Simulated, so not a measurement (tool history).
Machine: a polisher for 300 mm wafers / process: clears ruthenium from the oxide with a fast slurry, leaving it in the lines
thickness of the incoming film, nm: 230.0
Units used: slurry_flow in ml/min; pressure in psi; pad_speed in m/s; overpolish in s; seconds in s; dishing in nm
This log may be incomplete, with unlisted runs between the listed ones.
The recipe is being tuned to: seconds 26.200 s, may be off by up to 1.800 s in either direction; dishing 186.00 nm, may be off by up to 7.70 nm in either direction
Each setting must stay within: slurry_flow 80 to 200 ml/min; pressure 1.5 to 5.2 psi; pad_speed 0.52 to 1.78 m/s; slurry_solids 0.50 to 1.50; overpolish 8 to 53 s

{"run": 1, "hour": 0.0, "slurry_flow": 130, "pressure": 3.3, "pad_speed": 1.14, "slurry_solids": 1.0, "overpolish": 27, "seconds": 35.361, "dishing": 113.8}
{"run": 2, "hour": 8.7, "slurry_flow": 125, "pressure": 3.5, "pad_speed": 1.14, "slurry_solids": 1.0, "overpolish": 29, "seconds": 34.341, "dishing": 123.04}
{"run": 3, "hour": 10.6, "slurry_flow": 125, "pressure": 3.5, "pad_speed": 1.14, "slurry_solids": 0.85, "overpolish": 29, "seconds": 36.542, "dishing": 113.94}
{"run": 4, "hour": 11.6, "slurry_flow": 125, "pressure": 3.9, "pad_speed": 1.14, "slurry_solids": 0.85, "overpolish": 29, "seconds": 35.68, "dishing": 121.85}
{"run": 5, "hour": 16.1, "slurry_flow": 125, "pressure": 3.9, "pad_speed": 1.14, "slurry_solids": 0.7, "overpolish": 29, "seconds": 39.97, "dishing": 110.88}
{"run": 6, "hour": 20.3, "slurry_flow": 95, "pressure": 3.9, "pad_speed": 1.14, "slurry_solids": 0.7, "overpolish": 29, "seconds": 44.33, "dishing": 105.45}
{"run": 7, "hour": 26.9, "slurry_flow": 115, "pressure": 4.9, "pad_speed": 1.24, "slurry_solids": 0.7, "overpolish": 37, "seconds": 31.177, "dishing": 158.02}
{"run": 8, "hour": 35.9, "slurry_flow": 120, "pressure": 5.0, "pad_speed": 1.24, "slurry_solids": 0.7, "overpolish": 38, "seconds": 30.437, "dishing": 164.35}
{"run": 9, "hour": 44.2, "slurry_flow": 125, "pressure": 5.0, "pad_speed": 1.24, "slurry_solids": 0.7, "overpolish": 38, "seconds": 30.337, "dishing": 163.27}
{"run": 10, "hour": 49.8, "slurry_flow": 130, "pressure": 5.0, "pad_speed": 1.26, "slurry_solids": 0.7, "overpolish": 38, "seconds": 28.612, "dishing": 163.79}
{"run": 11, "hour": 53.2, "slurry_flow": 130, "pressure": 5.0, "pad_speed": 1.28, "slurry_solids": 0.7, "overpolish": 39, "seconds": 29.082, "dishing": 167.42}
{"run": 12, "hour": 61.7, "slurry_flow": 130, "pressure": 5.0, "pad_speed": 1.3, "slurry_solids": 0.7, "overpolish": 39, "seconds": 28.352, "dishing": 166.63}
{"run": 13, "hour": 68.1, "slurry_flow": 130, "pressure": 5.0, "pad_speed": 1.3, "slurry_solids": 0.7, "overpolish": 39, "seconds": 28.533, "dishing": 172.71}

Which single option among these 5 for the next run brings every result within its allowed miss of target? Just one does.
{"run": "A", "hour": 74.5, "slurry_flow": 150, "pressure": 5.0, "pad_speed": 1.3, "slurry_solids": 0.75, "overpolish": 41, "seconds": "?", "dishing": "?"}
{"run": "B", "hour": 74.5, "slurry_flow": 140, "pressure": 4.8, "pad_speed": 1.32, "slurry_solids": 0.75, "overpolish": 36, "seconds": "?", "dishing": "?"}
{"run": "C", "hour": 74.5, "slurry_flow": 95, "pressure": 5.2, "pad_speed": 1.76, "slurry_solids": 0.65, "overpolish": 43, "seconds": "?", "dishing": "?"}
{"run": "D", "hour": 74.5, "slurry_flow": 145, "pressure": 5.2, "pad_speed": 1.4, "slurry_solids": 0.9, "overpolish": 39, "seconds": "?", "dishing": "?"}
{"run": "E", "hour": 74.5, "slurry_flow": 170, "pressure": 5.2, "pad_speed": 1.26, "slurry_solids": 0.9, "overpolish": 37, "seconds": "?", "dishing": "?"}

move=A seconds=26.638 dishing=181.86
move=B seconds=27.485 dishing=165.66
move=C seconds=23.615 dishing=198.46
move=D seconds=21.458 dishing=198.28
move=E seconds=23.148 dishing=185.63
A: every result lands within tolerance
B: lands further from the targets than the last run did
C: pushes the last run's worst result past its target
D: pushes the last run's worst result past its target
E: brings the result that was furthest off to its target, and leaves another outside
Go with A: it meets all targets.
